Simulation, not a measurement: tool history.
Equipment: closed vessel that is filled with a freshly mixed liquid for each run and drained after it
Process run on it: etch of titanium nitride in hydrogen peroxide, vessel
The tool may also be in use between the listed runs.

run  hour  temperature setpoint of the liquid (°C)  concentration of hydrogen peroxide in the mixed liquid (% by weight)  time in the liquid (s)  thickness taken off the titanium nitride on a monitor wafer (nm)
  1     0                                       44                                                                    17                      40                                                            2.0888
  2   1.6                                     37.5                                                                    17                      40                                                             1.227
  3   9.6                                       38                                                                    17                      40                                                            1.3203
  4  18.2                                     38.5                                                                    17                      40                                                            1.3478
  5  21.9                                     38.5                                                                  13.5                      40                                                            1.2898
  6  29.5                                       45                                                                  13.5                      40                                                            2.1223
  7  34.6                                       44                                                                  13.5                      40                                                            1.9922

Run 8 is up next; what results do you expect?
  8  42.9                                     42.5                                                                  13.5                      40                                                                 ?

thickness taken off the titanium nitride on a monitor wafer (nm): 1.7507
